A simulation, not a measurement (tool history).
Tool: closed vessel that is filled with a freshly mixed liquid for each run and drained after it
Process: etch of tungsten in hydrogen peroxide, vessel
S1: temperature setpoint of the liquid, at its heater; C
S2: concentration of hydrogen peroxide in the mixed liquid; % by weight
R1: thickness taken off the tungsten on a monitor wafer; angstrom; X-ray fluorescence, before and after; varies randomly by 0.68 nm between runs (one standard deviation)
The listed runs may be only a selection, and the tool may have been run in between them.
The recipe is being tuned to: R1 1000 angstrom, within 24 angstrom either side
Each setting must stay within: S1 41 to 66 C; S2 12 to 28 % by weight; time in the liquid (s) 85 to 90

{"run": 1, "hour": 0.0, "S1": 57, "S2": 19, "time in the liquid (s)": 85, "R1": 2258.3}
{"run": 2, "hour": 7.7, "S1": 54.5, "S2": 19, "time in the liquid (s)": 85, "R1": 1946.6}
{"run": 3, "hour": 13.0, "S1": 54.5, "S2": 16.5, "time in the liquid (s)": 85, "R1": 1806.9}
{"run": 4, "hour": 14.2, "S1": 54.5, "S2": 16.5, "time in the liquid (s)": 85, "R1": 1822.5}
{"run": 5, "hour": 20.5, "S1": 53, "S2": 16.5, "time in the liquid (s)": 85, "R1": 1650.5}
{"run": 6, "hour": 26.5, "S1": 48.5, "S2": 16.5, "time in the liquid (s)": 85, "R1": 1266.8}
{"run": 7, "hour": 34.2, "S1": 48, "S2": 16.5, "time in the liquid (s)": 85, "R1": 1227.3}
{"run": 8, "hour": 38.3, "S1": 47.5, "S2": 16.5, "time in the liquid (s)": 85, "R1": 1189.2}
{"run": 9, "hour": 47.4, "S1": 47, "S2": 16.5, "time in the liquid (s)": 85, "R1": 1151.2}
{"run": 10, "hour": 55.6, "S1": 46.5, "S2": 16.5, "time in the liquid (s)": 85, "R1": 1119.7}
{"run": 11, "hour": 59.0, "S1": 46, "S2": 16.5, "time in the liquid (s)": 85, "R1": 1091.7}
{"run": 12, "hour": 63.4, "S1": 45.5, "S2": 16.5, "time in the liquid (s)": 85, "R1": 1058.8}

Which of these 4 next moves meets every target?
{"run": "A", "hour": 67.8, "S1": 45, "S2": 16.5, "time in the liquid (s)": 90, "R1": "?"}
{"run": "B", "hour": 67.8, "S1": 44.5, "S2": 18.5, "time in the liquid (s)": 85, "R1": "?"}
{"run": "C", "hour": 67.8, "S1": 42.5, "S2": 19.5, "time in the liquid (s)": 90, "R1": "?"}
{"run": "D", "hour": 67.8, "S1": 48, "S2": 12, "time in the liquid (s)": 85, "R1": "?"}

move=A R1=1074
move=B R1=1040.7
move=C R1=996.08
move=D R1=1043.4
A: the biggest miss grows against the last run
B: nearer than the last run, and not there yet
C: all results land within tolerance of their targets
D: nearer than the last run, and not there yet
C is the move that brings every result within its allowed miss.
